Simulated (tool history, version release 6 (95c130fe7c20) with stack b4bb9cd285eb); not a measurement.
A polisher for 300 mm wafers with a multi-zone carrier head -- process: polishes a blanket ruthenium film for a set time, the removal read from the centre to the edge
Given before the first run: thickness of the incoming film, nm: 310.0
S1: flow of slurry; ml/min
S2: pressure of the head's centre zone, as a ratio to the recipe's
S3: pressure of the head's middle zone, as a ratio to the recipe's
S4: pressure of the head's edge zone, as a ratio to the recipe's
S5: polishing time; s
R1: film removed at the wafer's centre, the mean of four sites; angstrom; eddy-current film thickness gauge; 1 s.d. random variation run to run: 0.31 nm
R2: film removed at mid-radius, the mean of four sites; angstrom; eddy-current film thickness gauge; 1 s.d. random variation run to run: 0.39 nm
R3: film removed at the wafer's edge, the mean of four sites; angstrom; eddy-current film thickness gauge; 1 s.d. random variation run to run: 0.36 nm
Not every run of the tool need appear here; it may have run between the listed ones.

{"run": 1, "hour": 0.0, "S1": 315, "S2": 1.0, "S3": 1.0, "S4": 1.0, "S5": 64, "R1": 767.95, "R2": 761.36, "R3": 745.55}
{"run": 2, "hour": 2.4, "S1": 315, "S2": 0.95, "S3": 1.0, "S4": 1.0, "S5": 64, "R1": 730.77, "R2": 761.07, "R3": 757.55}
{"run": 3, "hour": 8.2, "S1": 315, "S2": 0.95, "S3": 1.0, "S4": 0.93, "S5": 64, "R1": 730.32, "R2": 756.65, "R3": 721.62}
{"run": 4, "hour": 14.6, "S1": 270, "S2": 0.95, "S3": 1.0, "S4": 0.93, "S5": 64, "R1": 717.19, "R2": 757.51, "R3": 724.82}
{"run": 5, "hour": 18.9, "S1": 275, "S2": 0.93, "S3": 0.98, "S4": 0.91, "S5": 56, "R1": 622.58, "R2": 652.93, "R3": 623.07}
{"run": 6, "hour": 22.0, "S1": 275, "S2": 0.9, "S3": 0.95, "S4": 0.89, "S5": 52, "R1": 559.86, "R2": 584.24, "R3": 576.78}
{"run": 7, "hour": 23.1, "S1": 275, "S2": 0.89, "S3": 0.94, "S4": 0.87, "S5": 49, "R1": 513.13, "R2": 544.59, "R3": 540.15}
{"run": 8, "hour": 25.6, "S1": 275, "S2": 0.89, "S3": 0.93, "S4": 0.86, "S5": 47, "R1": 495.71, "R2": 523.0, "R3": 519.74}
{"run": 9, "hour": 32.5, "S1": 275, "S2": 0.89, "S3": 0.92, "S4": 0.85, "S5": 46, "R1": 484.76, "R2": 504.38, "R3": 501.14}
{"run": 10, "hour": 33.3, "S1": 275, "S2": 0.89, "S3": 0.92, "S4": 0.84, "S5": 45, "R1": 473.62, "R2": 493.24, "R3": 482.93}

For run 11, what comes out?
{"run": 11, "hour": 39.1, "S1": 275, "S2": 0.88, "S3": 0.91, "S4": 0.83, "S5": 45, "R1": "?", "R2": "?", "R3": "?"}

{"run 11": {"R1": 470.55, "R2": 492.54, "R3": 487.05}}

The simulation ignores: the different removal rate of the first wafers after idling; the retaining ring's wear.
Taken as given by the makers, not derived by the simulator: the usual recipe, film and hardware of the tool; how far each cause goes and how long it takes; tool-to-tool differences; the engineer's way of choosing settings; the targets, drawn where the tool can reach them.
